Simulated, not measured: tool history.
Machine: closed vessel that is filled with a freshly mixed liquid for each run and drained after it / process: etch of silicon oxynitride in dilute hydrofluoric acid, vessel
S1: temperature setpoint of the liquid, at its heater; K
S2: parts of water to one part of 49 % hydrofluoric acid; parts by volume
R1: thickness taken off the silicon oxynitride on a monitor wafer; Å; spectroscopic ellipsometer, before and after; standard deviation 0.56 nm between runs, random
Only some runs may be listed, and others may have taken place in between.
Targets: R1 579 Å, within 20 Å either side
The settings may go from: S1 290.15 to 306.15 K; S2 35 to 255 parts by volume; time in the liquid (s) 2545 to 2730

run 1 day=0 | S1=298.15 S2=145 time_in_the_liquid_(s)=2545 | R1=300.48
run 2 day=0.275 | S1=301.15 S2=145 time_in_the_liquid_(s)=2545 | R1=335.05
run 3 day=0.517 | S1=299.15 S2=145 time_in_the_liquid_(s)=2545 | R1=312.96
run 4 day=0.762 | S1=299.65 S2=140 time_in_the_liquid_(s)=2545 | R1=323.41
run 5 day=1.167 | S1=300.15 S2=135 time_in_the_liquid_(s)=2545 | R1=351.44
run 6 day=1.292 | S1=300.65 S2=130 time_in_the_liquid_(s)=2545 | R1=378.82
run 7 day=1.621 | S1=301.15 S2=125 time_in_the_liquid_(s)=2545 | R1=399.06
run 8 day=1.762 | S1=305.15 S2=95 time_in_the_liquid_(s)=2550 | R1=656.61
run 9 day=2.108 | S1=304.65 S2=95 time_in_the_liquid_(s)=2550 | R1=630.98

Exactly one of the 5 candidate moves below puts every result within its allowed miss. Which one?
run A day=2.454 | S1=306.15 S2=110 time_in_the_liquid_(s)=2730 | R1=?
run B day=2.454 | S1=300.65 S2=80 time_in_the_liquid_(s)=2580 | R1=?
run C day=2.454 | S1=302.65 S2=105 time_in_the_liquid_(s)=2545 | R1=?
run D day=2.454 | S1=304.15 S2=105 time_in_the_liquid_(s)=2670 | R1=?
run E day=2.454 | S1=303.15 S2=95 time_in_the_liquid_(s)=2660 | R1=?

move=A R1=612.02
move=B R1=640.84
move=C R1=514.95
move=D R1=577.59
move=E R1=614.57
A: an improvement on the last run, though not all results are within tolerance
B: its largest miss is bigger than the last run's
C: carries the result that was furthest off beyond its target, to the other side
D: in spec on every target
E: an improvement on the last run, though not all results are within tolerance
D meets every target.

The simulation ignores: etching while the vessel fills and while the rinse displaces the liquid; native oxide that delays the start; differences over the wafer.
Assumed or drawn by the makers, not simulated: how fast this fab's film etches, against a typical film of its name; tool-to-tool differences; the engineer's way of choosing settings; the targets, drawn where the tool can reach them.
